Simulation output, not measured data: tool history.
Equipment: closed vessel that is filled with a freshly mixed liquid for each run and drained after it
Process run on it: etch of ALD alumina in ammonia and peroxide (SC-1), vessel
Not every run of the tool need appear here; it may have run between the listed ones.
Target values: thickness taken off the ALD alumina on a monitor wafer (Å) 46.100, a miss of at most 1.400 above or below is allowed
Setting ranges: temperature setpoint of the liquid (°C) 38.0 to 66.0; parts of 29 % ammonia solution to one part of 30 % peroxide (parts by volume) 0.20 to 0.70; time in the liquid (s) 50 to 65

run	day	temperature setpoint of the liquid (°C)	parts of 29 % ammonia solution to one part of 30 % peroxide (parts by volume)	time in the liquid (s)	thickness taken off the ALD alumina on a monitor wafer (Å)
1	0.000	50.0	0.40	65	28.215
2	0.083	50.0	0.30	65	27.509
3	0.417	53.0	0.30	65	31.978
4	0.779	53.0	0.30	65	32.709
5	0.904	50.5	0.30	65	28.413
6	0.975	50.5	0.40	65	28.551
7	1.217	53.5	0.40	65	33.731
8	1.338	55.5	0.40	65	37.547
9	1.542	57.0	0.40	65	41.195
10	1.892	57.5	0.40	65	42.595
11	2.175	57.5	0.40	65	42.129

Exactly one of the 5 candidate moves below puts every result within its allowed miss. Which one?
A	2.458	64.5	0.20	50	?
B	2.458	60.5	0.45	65	?
C	2.458	61.0	0.30	65	?
D	2.458	61.0	0.40	60	?
E	2.458	61.0	0.40	65	?

move	thickness taken off the ALD alumina on a monitor wafer (Å)
A	43.017
B	49.342
C	48.711
D	46.207
E	50.058
A: closer than the last run, but not yet in spec
B: the result that was furthest off in the last run now lies on the other side of its target
C: the result that was furthest off in the last run now lies on the other side of its target
D: hits every target within its allowed miss
E: the result that was furthest off in the last run now lies on the other side of its target
Go with D: it meets all targets.

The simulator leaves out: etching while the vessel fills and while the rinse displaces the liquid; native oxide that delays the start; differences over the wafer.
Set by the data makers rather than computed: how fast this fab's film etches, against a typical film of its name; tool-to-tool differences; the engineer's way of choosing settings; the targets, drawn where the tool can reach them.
